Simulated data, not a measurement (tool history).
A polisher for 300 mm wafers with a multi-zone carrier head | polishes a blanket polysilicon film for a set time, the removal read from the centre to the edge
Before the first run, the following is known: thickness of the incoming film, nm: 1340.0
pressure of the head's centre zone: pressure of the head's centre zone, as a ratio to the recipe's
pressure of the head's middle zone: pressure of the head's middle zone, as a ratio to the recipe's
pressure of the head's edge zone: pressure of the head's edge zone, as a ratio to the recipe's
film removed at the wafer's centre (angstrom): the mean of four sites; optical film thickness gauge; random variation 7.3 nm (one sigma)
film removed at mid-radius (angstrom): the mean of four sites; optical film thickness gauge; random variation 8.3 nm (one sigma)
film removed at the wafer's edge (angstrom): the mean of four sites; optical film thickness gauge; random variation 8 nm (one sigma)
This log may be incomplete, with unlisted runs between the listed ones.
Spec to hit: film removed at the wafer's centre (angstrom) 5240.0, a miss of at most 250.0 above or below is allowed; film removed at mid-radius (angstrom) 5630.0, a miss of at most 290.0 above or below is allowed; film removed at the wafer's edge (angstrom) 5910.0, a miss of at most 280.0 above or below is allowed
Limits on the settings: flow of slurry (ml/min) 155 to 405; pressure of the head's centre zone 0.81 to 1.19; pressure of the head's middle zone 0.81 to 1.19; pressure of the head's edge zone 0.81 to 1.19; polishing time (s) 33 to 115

| run | hour | flow of slurry (ml/min) | pressure of the head's centre zone | pressure of the head's middle zone | pressure of the head's edge zone | polishing time (s) | film removed at the wafer's centre (angstrom) | film removed at mid-radius (angstrom) | film removed at the wafer's edge (angstrom) |
|---|---|---|---|---|---|---|---|---|---|
| 1 | 0.0 | 260 | 1.00 | 1.00 | 1.00 | 73 | 4598.9 | 4628.1 | 4700.0 |
| 2 | 2.2 | 260 | 0.99 | 1.01 | 1.04 | 77 | 4764.2 | 5016.0 | 5050.7 |
| 3 | 3.7 | 315 | 0.99 | 1.01 | 1.04 | 77 | 4856.7 | 4975.4 | 5120.5 |
| 4 | 6.4 | 315 | 0.99 | 0.93 | 1.04 | 77 | 4904.7 | 4715.0 | 4940.5 |
| 5 | 14.4 | 315 | 1.06 | 0.93 | 1.04 | 77 | 5234.7 | 4676.9 | 4983.2 |
| 6 | 17.9 | 260 | 1.06 | 0.93 | 1.04 | 77 | 5210.8 | 4565.2 | 4968.6 |
| 7 | 23.5 | 255 | 1.04 | 0.97 | 1.07 | 79 | 5232.7 | 4796.6 | 5052.9 |
| 8 | 26.9 | 265 | 0.94 | 0.99 | 1.14 | 93 | 5471.8 | 5745.4 | 6218.4 |

Which of these 4 next moves meets every target?
| A | 30.3 | 265 | 0.94 | 0.98 | 1.18 | 96 | ? | ? | ? |
| B | 30.3 | 245 | 0.95 | 1.01 | 1.13 | 89 | ? | ? | ? |
| C | 30.3 | 265 | 0.86 | 0.90 | 1.19 | 98 | ? | ? | ? |
| D | 30.3 | 360 | 0.85 | 0.90 | 1.19 | 95 | ? | ? | ? |

| move | film removed at the wafer's centre (angstrom) | film removed at mid-radius (angstrom) | film removed at the wafer's edge (angstrom) |
|---|---|---|---|
| A | 5608.1 | 5917.5 | 6585.0 |
| B | 5204.9 | 5578.0 | 5968.8 |
| C | 5230.8 | 5628.1 | 6750.1 |
| D | 5173.0 | 5614.9 | 6688.7 |
A: misses by more than the last run did
B: in spec on every target
C: misses by more than the last run did
D: misses by more than the last run did
So the answer is move B, the one that meets all the targets.

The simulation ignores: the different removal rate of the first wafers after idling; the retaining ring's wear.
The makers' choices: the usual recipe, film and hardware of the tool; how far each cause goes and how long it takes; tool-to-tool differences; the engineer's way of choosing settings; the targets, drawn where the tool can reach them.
